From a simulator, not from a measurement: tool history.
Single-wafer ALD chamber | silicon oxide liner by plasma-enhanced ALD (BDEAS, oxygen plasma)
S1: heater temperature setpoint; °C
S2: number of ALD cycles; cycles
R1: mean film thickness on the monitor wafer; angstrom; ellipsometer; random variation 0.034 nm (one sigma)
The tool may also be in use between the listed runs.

| run | hour | S1 | S2 | R1 |
|---|---|---|---|---|
| 1 | 0.0 | 315 | 86 | 76.103 |
| 2 | 4.4 | 319 | 86 | 75.535 |
| 3 | 10.1 | 310 | 86 | 76.732 |
| 4 | 13.0 | 309 | 89 | 79.200 |
| 5 | 15.0 | 316 | 89 | 78.822 |
| 6 | 16.8 | 305 | 89 | 79.634 |
| 7 | 21.4 | 305 | 92 | 82.936 |
| 8 | 25.7 | 305 | 94 | 84.534 |
| 9 | 28.7 | 305 | 96 | 85.935 |

The next listed run, before its measurement:
| 10 | 31.3 | 305 | 98 | ? |

{"run 10": {"R1": 88.369}}
